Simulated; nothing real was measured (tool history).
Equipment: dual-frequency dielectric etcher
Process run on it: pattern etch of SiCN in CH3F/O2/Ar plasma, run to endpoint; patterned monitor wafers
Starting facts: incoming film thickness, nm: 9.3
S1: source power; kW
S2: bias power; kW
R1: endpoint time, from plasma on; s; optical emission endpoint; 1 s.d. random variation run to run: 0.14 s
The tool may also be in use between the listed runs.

run,hour,S1,S2,R1
1,0.0,0.280,0.104,24.913
2,8.8,0.320,0.104,23.205
3,11.0,0.320,0.094,24.391
4,14.7,0.360,0.094,22.887
5,18.8,0.300,0.087,26.340
6,25.0,0.340,0.087,24.486
7,29.9,0.280,0.079,28.746
8,33.0,0.260,0.078,30.310
9,33.7,0.250,0.078,30.927

For run 10, what comes out?
10,40.9,0.240,0.078,?

R1: 31.546 s
